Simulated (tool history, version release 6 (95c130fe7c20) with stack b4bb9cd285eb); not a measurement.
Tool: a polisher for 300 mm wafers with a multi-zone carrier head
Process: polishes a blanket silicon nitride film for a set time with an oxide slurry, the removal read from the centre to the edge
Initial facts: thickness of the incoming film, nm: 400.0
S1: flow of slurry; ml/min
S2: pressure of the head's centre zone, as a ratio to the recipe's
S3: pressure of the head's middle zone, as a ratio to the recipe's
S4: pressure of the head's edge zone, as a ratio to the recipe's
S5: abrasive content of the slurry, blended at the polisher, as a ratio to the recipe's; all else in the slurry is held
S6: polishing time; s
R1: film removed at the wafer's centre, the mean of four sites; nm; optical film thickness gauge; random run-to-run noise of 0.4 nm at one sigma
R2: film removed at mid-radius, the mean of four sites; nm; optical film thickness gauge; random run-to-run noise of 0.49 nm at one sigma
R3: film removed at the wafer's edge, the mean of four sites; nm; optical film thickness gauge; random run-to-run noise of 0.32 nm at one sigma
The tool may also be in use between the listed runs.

run 1 day=0 | S1=285 S2=1 S3=1 S4=1 S5=1 S6=60 | R1=34.678 R2=36.772 R3=38.883
run 2 day=0.079 | S1=330 S2=1 S3=1 S4=1 S5=1 S6=60 | R1=35.461 R2=37.62 R3=39.111
run 3 day=0.283 | S1=285 S2=1 S3=1 S4=1 S5=1 S6=60 | R1=34.62 R2=37.775 R3=38.708
run 4 day=0.317 | S1=285 S2=1 S3=1 S4=1 S5=1.1 S6=60 | R1=36.043 R2=37.92 R3=40.389
run 5 day=0.571 | S1=285 S2=1 S3=1 S4=1 S5=1.1 S6=51 | R1=30.327 R2=32.102 R3=33.745
run 6 day=0.817 | S1=285 S2=1 S3=0.92 S4=1 S5=1.1 S6=51 | R1=30.913 R2=30.702 R3=34.442

Predict the results of run 7:
-- day=0.871 centre zone pressure recalibrated
run 7 day=0.871 | S1=280 S2=0.93 S3=1.02 S4=0.95 S5=1.15 S6=51 | R1=? R2=? R3=?

Run 7 measured R1 31.361 nm, R2 34.022 nm, R3 32.763 nm.
